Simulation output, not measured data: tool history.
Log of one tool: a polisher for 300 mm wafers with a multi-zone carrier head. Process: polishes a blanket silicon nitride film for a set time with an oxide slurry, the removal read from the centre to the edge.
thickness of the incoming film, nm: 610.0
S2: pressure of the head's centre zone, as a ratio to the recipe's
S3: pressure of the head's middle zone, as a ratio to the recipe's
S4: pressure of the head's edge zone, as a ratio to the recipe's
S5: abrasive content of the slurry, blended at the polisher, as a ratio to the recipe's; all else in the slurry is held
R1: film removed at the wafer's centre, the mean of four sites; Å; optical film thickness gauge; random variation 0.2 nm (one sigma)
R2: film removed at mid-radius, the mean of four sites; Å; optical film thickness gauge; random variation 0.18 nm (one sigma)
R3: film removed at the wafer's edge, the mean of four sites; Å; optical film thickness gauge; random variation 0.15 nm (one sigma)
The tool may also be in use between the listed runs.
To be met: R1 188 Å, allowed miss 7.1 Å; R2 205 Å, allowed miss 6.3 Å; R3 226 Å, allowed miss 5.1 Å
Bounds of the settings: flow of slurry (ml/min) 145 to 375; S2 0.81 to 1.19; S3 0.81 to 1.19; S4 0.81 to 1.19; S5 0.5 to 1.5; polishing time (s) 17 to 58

run 1 day=0 | flow_of_slurry_(ml/min)=240 S2=1 S3=1 S4=1 S5=1 polishing_time_(s)=37 | R1=222.14 R2=222.45 R3=224.77
run 2 day=0.162 | flow_of_slurry_(ml/min)=230 S2=0.97 S3=0.99 S4=1.01 S5=1 polishing_time_(s)=37 | R1=214.51 R2=218.37 R3=223.48
run 3 day=0.358 | flow_of_slurry_(ml/min)=230 S2=0.97 S3=0.99 S4=1.01 S5=0.85 polishing_time_(s)=37 | R1=197.06 R2=207.35 R3=209.07
run 4 day=0.421 | flow_of_slurry_(ml/min)=230 S2=0.97 S3=0.99 S4=1.01 S5=0.85 polishing_time_(s)=46 | R1=246.43 R2=250.67 R3=256.18
run 5 day=0.592 | flow_of_slurry_(ml/min)=230 S2=0.97 S3=0.99 S4=1.01 S5=0.65 polishing_time_(s)=46 | R1=209.73 R2=215.23 R3=219.86
run 6 day=0.9 | flow_of_slurry_(ml/min)=230 S2=1.01 S3=0.99 S4=1.01 S5=0.65 polishing_time_(s)=46 | R1=214.65 R2=214.58 R3=220.91
run 7 day=1.075 | flow_of_slurry_(ml/min)=220 S2=0.98 S3=0.98 S4=1.03 S5=0.65 polishing_time_(s)=46 | R1=208.6 R2=211.61 R3=217.72
run 8 day=1.412 | flow_of_slurry_(ml/min)=220 S2=0.94 S3=0.96 S4=1.05 S5=0.65 polishing_time_(s)=46 | R1=205.39 R2=211.31 R3=222.56

4 next moves are on the table. One of them brings every result within its allowed miss. Which?
run A day=1.75 | flow_of_slurry_(ml/min)=240 S2=0.91 S3=1.01 S4=0.99 S5=0.75 polishing_time_(s)=43 | R1=? R2=? R3=?
run B day=1.75 | flow_of_slurry_(ml/min)=250 S2=1.03 S3=0.93 S4=1.07 S5=0.6 polishing_time_(s)=48 | R1=? R2=? R3=?
run C day=1.75 | flow_of_slurry_(ml/min)=215 S2=1.05 S3=0.96 S4=0.97 S5=0.7 polishing_time_(s)=45 | R1=? R2=? R3=?
run D day=1.75 | flow_of_slurry_(ml/min)=210 S2=0.88 S3=0.96 S4=1.14 S5=0.55 polishing_time_(s)=51 | R1=? R2=? R3=?

move=A R1=199.76 R2=223.43 R3=223.37
move=B R1=220.58 R2=203.95 R3=226.05
move=C R1=227.58 R2=212.03 R3=219.61
move=D R1=183.22 R2=204.19 R3=229.16
A: further off than the last run
B: further off than the last run
C: further off than the last run
D: meets every target
Answer: D
